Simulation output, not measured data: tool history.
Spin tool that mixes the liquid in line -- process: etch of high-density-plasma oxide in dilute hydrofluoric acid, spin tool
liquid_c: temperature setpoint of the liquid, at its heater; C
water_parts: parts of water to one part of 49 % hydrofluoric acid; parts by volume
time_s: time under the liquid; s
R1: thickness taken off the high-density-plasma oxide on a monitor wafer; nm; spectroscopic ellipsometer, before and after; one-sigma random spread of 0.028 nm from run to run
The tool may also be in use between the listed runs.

{"run": 1, "day": 0.0, "liquid_c": 26.0, "water_parts": 65, "time_s": 75, "R1": 7.648}
{"run": 2, "day": 0.238, "liquid_c": 26.0, "water_parts": 75, "time_s": 75, "R1": 6.5088}
{"run": 3, "day": 0.496, "liquid_c": 26.0, "water_parts": 75, "time_s": 75, "R1": 6.5045}
{"run": 4, "day": 0.55, "liquid_c": 26.0, "water_parts": 60, "time_s": 75, "R1": 8.3832}
{"run": 5, "day": 0.804, "liquid_c": 24.5, "water_parts": 60, "time_s": 75, "R1": 7.8709}
{"run": 6, "day": 1.133, "liquid_c": 28.0, "water_parts": 60, "time_s": 75, "R1": 9.0675}
{"run": 7, "day": 1.421, "liquid_c": 26.0, "water_parts": 60, "time_s": 75, "R1": 8.3758}
{"run": 8, "day": 1.633, "liquid_c": 22.0, "water_parts": 70, "time_s": 75, "R1": 5.9607}
{"run": 9, "day": 1.683, "liquid_c": 21.5, "water_parts": 70, "time_s": 75, "R1": 5.866}

Expected results for the next run?
{"run": 10, "day": 1.85, "liquid_c": 21.0, "water_parts": 70, "time_s": 75, "R1": "?"}

{"run 10": {"R1": 5.718}}
